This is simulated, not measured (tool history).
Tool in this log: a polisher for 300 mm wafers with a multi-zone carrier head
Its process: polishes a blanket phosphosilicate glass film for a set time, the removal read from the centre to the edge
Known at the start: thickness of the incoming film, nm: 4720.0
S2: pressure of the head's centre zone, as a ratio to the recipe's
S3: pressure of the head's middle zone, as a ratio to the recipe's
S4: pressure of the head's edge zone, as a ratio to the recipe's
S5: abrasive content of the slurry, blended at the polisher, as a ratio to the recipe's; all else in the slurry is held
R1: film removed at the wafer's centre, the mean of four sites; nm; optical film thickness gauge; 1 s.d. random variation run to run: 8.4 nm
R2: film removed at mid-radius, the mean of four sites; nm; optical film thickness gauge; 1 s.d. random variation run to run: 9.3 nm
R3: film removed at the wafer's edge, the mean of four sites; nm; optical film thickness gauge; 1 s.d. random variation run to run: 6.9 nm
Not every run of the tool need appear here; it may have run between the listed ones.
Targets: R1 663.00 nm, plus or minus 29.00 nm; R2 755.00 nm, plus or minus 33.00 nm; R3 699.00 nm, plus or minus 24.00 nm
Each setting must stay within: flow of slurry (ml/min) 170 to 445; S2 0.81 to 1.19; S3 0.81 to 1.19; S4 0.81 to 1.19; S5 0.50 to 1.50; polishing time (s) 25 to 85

run 1 hour=0.0 | flow_of_slurry_(ml/min)=285 S2=1.00 S3=1.00 S4=1.00 S5=1.00 polishing_time_(s)=55 | R1=566.43 R2=556.49 R3=564.29
run 2 hour=5.5 | flow_of_slurry_(ml/min)=290 S2=1.00 S3=1.03 S4=1.02 S5=1.05 polishing_time_(s)=55 | R1=571.18 R2=596.87 R3=579.74
run 3 hour=9.9 | flow_of_slurry_(ml/min)=290 S2=1.01 S3=1.04 S4=1.04 S5=1.10 polishing_time_(s)=55 | R1=580.55 R2=604.97 R3=585.98
run 4 hour=18.2 | flow_of_slurry_(ml/min)=290 S2=1.01 S3=1.05 S4=1.05 S5=1.15 polishing_time_(s)=55 | R1=600.58 R2=628.50 R3=593.52
run 5 hour=21.2 | flow_of_slurry_(ml/min)=290 S2=1.01 S3=1.05 S4=1.05 S5=1.05 polishing_time_(s)=55 | R1=570.38 R2=597.46 R3=583.66
run 6 hour=23.4 | flow_of_slurry_(ml/min)=290 S2=1.01 S3=1.05 S4=1.01 S5=1.05 polishing_time_(s)=55 | R1=568.99 R2=607.64 R3=565.40
run 7 hour=31.9 | flow_of_slurry_(ml/min)=290 S2=1.00 S3=1.06 S4=1.03 S5=1.10 polishing_time_(s)=55 | R1=567.17 R2=618.80 R3=592.11
run 8 hour=39.9 | flow_of_slurry_(ml/min)=290 S2=1.00 S3=1.07 S4=1.04 S5=1.15 polishing_time_(s)=55 | R1=581.12 R2=623.17 R3=600.67
run 9 hour=45.9 | flow_of_slurry_(ml/min)=295 S2=1.00 S3=1.09 S4=1.05 S5=1.20 polishing_time_(s)=55 | R1=588.38 R2=659.43 R3=610.37
run 10 hour=51.0 | flow_of_slurry_(ml/min)=295 S2=1.00 S3=1.09 S4=1.06 S5=1.25 polishing_time_(s)=55 | R1=602.26 R2=672.42 R3=627.58
run 11 hour=53.8 | flow_of_slurry_(ml/min)=300 S2=1.00 S3=1.10 S4=1.07 S5=1.30 polishing_time_(s)=55 | R1=613.03 R2=689.77 R3=630.35

Which of these 5 next moves meets every target?
run A hour=56.6 | flow_of_slurry_(ml/min)=295 S2=0.97 S3=0.99 S4=1.08 S5=1.20 polishing_time_(s)=62 | R1=? R2=? R3=?
run B hour=56.6 | flow_of_slurry_(ml/min)=235 S2=0.92 S3=0.94 S4=1.19 S5=1.05 polishing_time_(s)=69 | R1=? R2=? R3=?
run C hour=56.6 | flow_of_slurry_(ml/min)=290 S2=1.11 S3=1.07 S4=1.03 S5=1.50 polishing_time_(s)=59 | R1=? R2=? R3=?
run D hour=56.6 | flow_of_slurry_(ml/min)=270 S2=1.19 S3=1.17 S4=0.97 S5=1.40 polishing_time_(s)=56 | R1=? R2=? R3=?
run E hour=56.6 | flow_of_slurry_(ml/min)=250 S2=0.93 S3=1.06 S4=0.97 S5=1.45 polishing_time_(s)=62 | R1=? R2=? R3=?

move=A R1=660.59 R2=673.80 R3=700.95
move=B R1=659.75 R2=672.95 R3=771.63
move=C R1=757.18 R2=739.70 R3=703.48
move=D R1=740.05 R2=737.06 R3=630.64
move=E R1=676.07 R2=756.01 R3=705.14
A: brings the last run's worst result on target, with another outside its allowed miss
B: the result that was furthest off in the last run now lies on the other side of its target
C: brings the last run's worst result on target, with another outside its allowed miss
D: about as far from the targets as the last run
E: all results in spec
E is the move that brings every result within its allowed miss.
